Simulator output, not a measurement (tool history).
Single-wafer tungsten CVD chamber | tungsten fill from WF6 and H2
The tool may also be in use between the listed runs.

run	hour	heater temperature setpoint (K)	chamber pressure (mTorr)	deposition time (s)	mean film thickness on the monitor wafer (Å)
1	0.0	648.15	55100	14.2	312.16
2	4.9	648.15	51400	14.2	297.78
3	13.2	654.15	51700	14.2	335.10
4	19.6	649.15	51700	14.2	303.93
5	21.8	649.15	51700	13.5	288.60
6	26.8	649.15	51700	14.2	303.98
7	33.2	661.15	53400	14.2	391.66
8	37.9	663.15	53500	14.2	409.88

Forecast run 9:
9	42.9	664.15	53600	14.2	?

{"run 9": {"mean film thickness on the monitor wafer (Å)": 416.49}}
